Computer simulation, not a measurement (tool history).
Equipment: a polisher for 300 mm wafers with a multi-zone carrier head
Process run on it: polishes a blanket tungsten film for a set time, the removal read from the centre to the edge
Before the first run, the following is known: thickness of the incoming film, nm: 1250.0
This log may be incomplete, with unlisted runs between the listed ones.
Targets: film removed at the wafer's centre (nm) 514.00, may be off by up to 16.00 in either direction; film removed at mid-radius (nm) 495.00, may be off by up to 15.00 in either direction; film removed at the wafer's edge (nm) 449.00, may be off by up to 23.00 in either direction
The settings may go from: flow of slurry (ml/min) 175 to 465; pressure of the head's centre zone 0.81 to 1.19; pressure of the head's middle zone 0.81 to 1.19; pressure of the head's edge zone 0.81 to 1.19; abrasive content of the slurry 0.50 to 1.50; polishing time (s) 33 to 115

run	hour	flow of slurry (ml/min)	pressure of the head's centre zone	pressure of the head's middle zone	pressure of the head's edge zone	abrasive content of the slurry	polishing time (s)	film removed at the wafer's centre (nm)	film removed at mid-radius (nm)	film removed at the wafer's edge (nm)
1	0.0	295	1.00	1.00	1.00	1.00	73	389.28	386.91	389.97
2	0.8	295	1.00	1.06	1.00	1.00	73	384.20	409.49	387.24
3	4.9	305	1.05	1.08	1.02	1.10	73	414.19	426.50	415.95
4	5.8	305	1.05	1.08	1.02	1.10	81	474.16	480.29	440.54
5	10.0	305	1.05	1.00	1.02	1.10	81	469.56	448.61	449.82
6	13.3	315	1.07	1.03	1.01	1.10	81	469.95	456.04	439.79
7	17.9	315	1.09	1.05	1.01	1.10	81	487.21	466.55	451.20
8	22.9	315	1.10	1.07	1.00	1.10	81	485.16	476.73	447.12
9	26.2	315	1.12	1.08	0.99	1.10	81	501.91	471.79	432.85

Pick the move, out of 5, that brings all results within their allowed miss; only one does.
A	29.5	350	1.18	1.12	1.00	1.20	73	?	?	?
B	29.5	210	1.03	1.08	0.92	0.95	91	?	?	?
C	29.5	345	1.17	1.07	0.83	1.15	77	?	?	?
D	29.5	295	1.08	1.03	0.88	1.30	83	?	?	?
E	29.5	285	1.19	1.14	1.00	1.05	77	?	?	?

move	film removed at the wafer's centre (nm)	film removed at mid-radius (nm)	film removed at the wafer's edge (nm)
A	488.11	459.17	408.65
B	473.39	497.67	443.07
C	503.25	459.52	390.43
D	512.82	492.29	444.70
E	490.82	465.46	409.26
A: its largest miss is bigger than the last run's
B: the furthest-off result lands on target, but another misses its tolerance
C: its largest miss is bigger than the last run's
D: every result within its allowed miss
E: its largest miss is bigger than the last run's
The right move is D.

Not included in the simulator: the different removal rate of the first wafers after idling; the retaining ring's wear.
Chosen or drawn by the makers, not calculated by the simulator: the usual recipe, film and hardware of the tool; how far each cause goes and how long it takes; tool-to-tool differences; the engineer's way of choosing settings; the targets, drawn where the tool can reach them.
